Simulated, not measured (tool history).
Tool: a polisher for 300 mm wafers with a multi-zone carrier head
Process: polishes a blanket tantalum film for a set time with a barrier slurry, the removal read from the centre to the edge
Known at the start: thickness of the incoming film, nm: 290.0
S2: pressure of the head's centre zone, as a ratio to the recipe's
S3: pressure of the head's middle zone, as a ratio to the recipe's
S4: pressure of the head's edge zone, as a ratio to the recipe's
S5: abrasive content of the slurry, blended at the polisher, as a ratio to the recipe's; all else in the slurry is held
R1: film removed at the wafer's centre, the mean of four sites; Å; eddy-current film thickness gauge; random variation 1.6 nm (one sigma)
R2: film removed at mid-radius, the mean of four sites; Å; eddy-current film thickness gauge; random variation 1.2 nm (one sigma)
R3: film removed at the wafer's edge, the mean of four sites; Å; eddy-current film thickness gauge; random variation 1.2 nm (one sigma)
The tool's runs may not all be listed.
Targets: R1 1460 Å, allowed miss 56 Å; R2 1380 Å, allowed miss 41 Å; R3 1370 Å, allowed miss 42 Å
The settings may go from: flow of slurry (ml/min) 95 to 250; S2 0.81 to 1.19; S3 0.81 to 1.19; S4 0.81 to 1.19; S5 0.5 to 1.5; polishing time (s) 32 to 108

run 1 hour=0 | flow_of_slurry_(ml/min)=160 S2=1 S3=1 S4=1 S5=1 polishing_time_(s)=70 | R1=1067.3 R2=1072.4 R3=1045.1
run 2 hour=2.8 | flow_of_slurry_(ml/min)=160 S2=1 S3=1 S4=0.94 S5=1 polishing_time_(s)=70 | R1=1041.5 R2=1081.9 R3=1029
run 3 hour=10 | flow_of_slurry_(ml/min)=160 S2=1 S3=0.93 S4=0.94 S5=1 polishing_time_(s)=70 | R1=1049 R2=1020.6 R3=1033.8
run 4 hour=11.3 | flow_of_slurry_(ml/min)=160 S2=1 S3=0.85 S4=0.94 S5=1 polishing_time_(s)=70 | R1=1061.8 R2=967.49 R3=1042.9
run 5 hour=18.1 | flow_of_slurry_(ml/min)=165 S2=1.01 S3=0.87 S4=0.95 S5=1.05 polishing_time_(s)=71 | R1=1089.8 R2=1015.4 R3=1060.2
run 6 hour=24.8 | flow_of_slurry_(ml/min)=165 S2=1.01 S3=0.82 S4=0.95 S5=1.05 polishing_time_(s)=71 | R1=1095.6 R2=985.74 R3=1068.8
run 7 hour=30 | flow_of_slurry_(ml/min)=165 S2=1.02 S3=0.83 S4=0.96 S5=1.1 polishing_time_(s)=72 | R1=1126 R2=1006.1 R3=1082.4
run 8 hour=38 | flow_of_slurry_(ml/min)=170 S2=1.02 S3=0.84 S4=0.97 S5=1.15 polishing_time_(s)=74 | R1=1197.1 R2=1071.4 R3=1160.2
run 9 hour=41.2 | flow_of_slurry_(ml/min)=175 S2=1.02 S3=0.86 S4=0.98 S5=1.2 polishing_time_(s)=74 | R1=1224.2 R2=1065.1 R3=1177.6
run 10 hour=49 | flow_of_slurry_(ml/min)=175 S2=1.02 S3=0.89 S4=0.98 S5=1.25 polishing_time_(s)=75 | R1=1232 R2=1129.5 R3=1200.4
run 11 hour=56.8 | flow_of_slurry_(ml/min)=180 S2=1.03 S3=0.91 S4=0.99 S5=1.3 polishing_time_(s)=75 | R1=1250.6 R2=1178.6 R3=1221.5
run 12 hour=62.3 | flow_of_slurry_(ml/min)=225 S2=1.13 S3=0.97 S4=1.09 S5=1.5 polishing_time_(s)=76 | R1=1504.9 R2=1286.1 R3=1353
run 13 hour=69.5 | flow_of_slurry_(ml/min)=225 S2=1.12 S3=0.98 S4=1.09 S5=1.5 polishing_time_(s)=76 | R1=1486 R2=1318.5 R3=1338.9

4 next moves are on the table. One of them brings every result within its allowed miss. Which?
run A hour=76.7 | flow_of_slurry_(ml/min)=130 S2=1.06 S3=1.04 S4=1.03 S5=1.5 polishing_time_(s)=80 | R1=? R2=? R3=?
run B hour=76.7 | flow_of_slurry_(ml/min)=235 S2=1.13 S3=1.04 S4=1.05 S5=1.5 polishing_time_(s)=74 | R1=? R2=? R3=?
run C hour=76.7 | flow_of_slurry_(ml/min)=240 S2=1.06 S3=0.99 S4=1.05 S5=1.15 polishing_time_(s)=82 | R1=? R2=? R3=?
run D hour=76.7 | flow_of_slurry_(ml/min)=215 S2=1.08 S3=1.14 S4=1.08 S5=1.5 polishing_time_(s)=78 | R1=? R2=? R3=?

move=A R1=1339 R2=1307 R3=1297.6
move=B R1=1485.9 R2=1341.4 R3=1305.9
move=C R1=1469.7 R2=1371.2 R3=1377.3
move=D R1=1477.8 R2=1485 R3=1380.7
A: further off than the last run
B: brings the result that was furthest off to its target, and leaves another outside
C: meets every target
D: takes the result that was furthest off past its target
The right move is C.
